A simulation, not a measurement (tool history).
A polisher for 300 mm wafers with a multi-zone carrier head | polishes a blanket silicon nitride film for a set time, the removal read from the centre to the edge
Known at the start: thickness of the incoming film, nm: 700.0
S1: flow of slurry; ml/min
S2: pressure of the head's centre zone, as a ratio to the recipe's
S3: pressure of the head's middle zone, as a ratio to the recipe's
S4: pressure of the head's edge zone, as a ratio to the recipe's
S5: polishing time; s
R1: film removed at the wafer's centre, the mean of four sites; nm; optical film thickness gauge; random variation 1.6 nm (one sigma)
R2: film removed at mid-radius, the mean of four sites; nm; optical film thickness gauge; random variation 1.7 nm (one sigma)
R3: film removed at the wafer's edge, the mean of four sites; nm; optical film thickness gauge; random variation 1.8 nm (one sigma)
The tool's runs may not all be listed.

| run | hour | S1 | S2 | S3 | S4 | S5 | R1 | R2 | R3 |
|---|---|---|---|---|---|---|---|---|---|
| 1 | 0.0 | 155 | 1.00 | 1.00 | 1.00 | 67 | 160.83 | 157.09 | 153.08 |
| 2 | 4.1 | 150 | 0.99 | 0.98 | 1.00 | 66 | 150.13 | 145.92 | 152.05 |
| 3 | 10.1 | 150 | 0.99 | 0.94 | 1.00 | 66 | 152.60 | 150.28 | 154.63 |
| 4 | 10.6 | 150 | 0.99 | 0.98 | 1.00 | 66 | 150.02 | 151.06 | 156.47 |
| 5 | 16.0 | 150 | 0.99 | 0.97 | 1.00 | 64 | 149.71 | 143.57 | 151.16 |
| 6 | 16.8 | 145 | 0.98 | 0.97 | 0.99 | 63 | 142.34 | 141.29 | 143.65 |

Forecast run 7:
| 7 | 17.7 | 140 | 0.98 | 0.96 | 0.99 | 62 | ? | ? | ? |

R1: 141.20 nm
R2: 140.47 nm
R3: 137.40 nm
